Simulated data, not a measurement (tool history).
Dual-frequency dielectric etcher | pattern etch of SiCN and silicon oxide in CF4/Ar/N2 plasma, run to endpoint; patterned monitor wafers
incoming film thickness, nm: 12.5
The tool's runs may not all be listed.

run,day,source power (W),bias power (W),Ar flow (sccm),CF4 flow (sccm),endpoint time (s)
1,0.000,480,74,86,49,14.027
2,0.258,480,74,86,43,14.473
3,0.625,480,67,86,43,14.855
4,0.817,480,57,86,43,15.648
5,1.008,480,65,86,43,14.790
6,1.125,540,68,85,43,13.276
7,1.250,580,71,84,44,12.150

What does the tool deliver on the next run?
8,1.329,610,73,83,44,?

Logged for run 8: endpoint time (s) 11.415.

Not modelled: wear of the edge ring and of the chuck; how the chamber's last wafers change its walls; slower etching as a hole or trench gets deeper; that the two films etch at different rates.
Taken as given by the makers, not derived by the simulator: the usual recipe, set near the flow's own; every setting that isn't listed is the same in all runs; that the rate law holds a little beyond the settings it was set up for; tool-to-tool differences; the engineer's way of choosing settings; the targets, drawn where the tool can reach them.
